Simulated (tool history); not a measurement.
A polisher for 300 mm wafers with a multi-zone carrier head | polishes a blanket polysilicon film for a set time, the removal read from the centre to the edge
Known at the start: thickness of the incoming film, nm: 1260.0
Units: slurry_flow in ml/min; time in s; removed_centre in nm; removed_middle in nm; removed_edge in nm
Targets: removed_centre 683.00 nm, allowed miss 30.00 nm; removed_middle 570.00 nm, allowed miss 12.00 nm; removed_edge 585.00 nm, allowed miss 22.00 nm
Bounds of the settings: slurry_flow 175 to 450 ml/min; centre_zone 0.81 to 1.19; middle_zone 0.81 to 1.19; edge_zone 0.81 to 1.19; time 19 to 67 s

| run | hour | slurry_flow | centre_zone | middle_zone | edge_zone | time | removed_centre | removed_middle | removed_edge |
|---|---|---|---|---|---|---|---|---|---|
| 1 | 0.0 | 290 | 1.00 | 1.00 | 1.00 | 43 | 487.12 | 499.22 | 482.67 |
| 2 | 7.6 | 290 | 1.00 | 1.00 | 1.00 | 34 | 392.54 | 397.24 | 386.80 |
| 3 | 14.2 | 300 | 1.03 | 1.00 | 1.02 | 36 | 419.51 | 423.52 | 411.00 |
| 4 | 23.1 | 290 | 1.05 | 0.99 | 1.01 | 38 | 442.92 | 444.30 | 423.76 |
| 5 | 24.7 | 340 | 1.05 | 0.99 | 1.01 | 38 | 453.89 | 447.69 | 435.10 |
| 6 | 32.3 | 350 | 1.07 | 0.97 | 1.01 | 40 | 480.45 | 459.47 | 452.89 |
| 7 | 35.9 | 360 | 1.09 | 0.96 | 1.01 | 42 | 516.36 | 483.73 | 488.36 |
| 8 | 39.2 | 395 | 1.19 | 0.93 | 0.93 | 50 | 652.24 | 555.23 | 560.22 |

4 next moves are on the table. One of them brings every result within its allowed miss. Which?
| A | 42.5 | 410 | 1.04 | 0.96 | 0.94 | 52 | ? | ? | ? |
| B | 42.5 | 445 | 1.17 | 0.94 | 0.90 | 53 | ? | ? | ? |
| C | 42.5 | 335 | 1.19 | 0.90 | 0.95 | 53 | ? | ? | ? |
| D | 42.5 | 315 | 0.95 | 0.87 | 1.07 | 54 | ? | ? | ? |

| move | removed_centre | removed_middle | removed_edge |
|---|---|---|---|
| A | 618.03 | 607.50 | 580.32 |
| B | 681.95 | 611.34 | 584.53 |
| C | 674.57 | 578.09 | 587.78 |
| D | 594.78 | 570.33 | 625.47 |
A: takes the result that was furthest off past its target
B: takes the result that was furthest off past its target
C: meets every target
D: brings the result that was furthest off to its target, and leaves another outside
Answer: C
